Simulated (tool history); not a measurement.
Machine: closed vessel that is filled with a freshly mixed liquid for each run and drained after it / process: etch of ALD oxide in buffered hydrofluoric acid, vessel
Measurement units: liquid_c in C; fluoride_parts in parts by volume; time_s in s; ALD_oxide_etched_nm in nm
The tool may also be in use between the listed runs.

run 1 day=0.000 | liquid_c=23.0 fluoride_parts=10.5 time_s=30 | ALD_oxide_etched_nm=66.618
run 2 day=0.262 | liquid_c=23.0 fluoride_parts=10.5 time_s=30 | ALD_oxide_etched_nm=66.299
run 3 day=0.558 | liquid_c=26.0 fluoride_parts=10.5 time_s=30 | ALD_oxide_etched_nm=77.767
run 4 day=0.850 | liquid_c=26.0 fluoride_parts=10.5 time_s=30 | ALD_oxide_etched_nm=78.057
run 5 day=1.208 | liquid_c=26.0 fluoride_parts=10.5 time_s=30 | ALD_oxide_etched_nm=78.412
run 6 day=1.412 | liquid_c=26.0 fluoride_parts=10.5 time_s=30 | ALD_oxide_etched_nm=78.058
run 7 day=1.650 | liquid_c=22.0 fluoride_parts=13.5 time_s=30 | ALD_oxide_etched_nm=49.096

Forecast run 8:
run 8 day=1.883 | liquid_c=20.5 fluoride_parts=14.0 time_s=30 | ALD_oxide_etched_nm=?

Logged for run 8: ALD_oxide_etched_nm 43.819 nm.
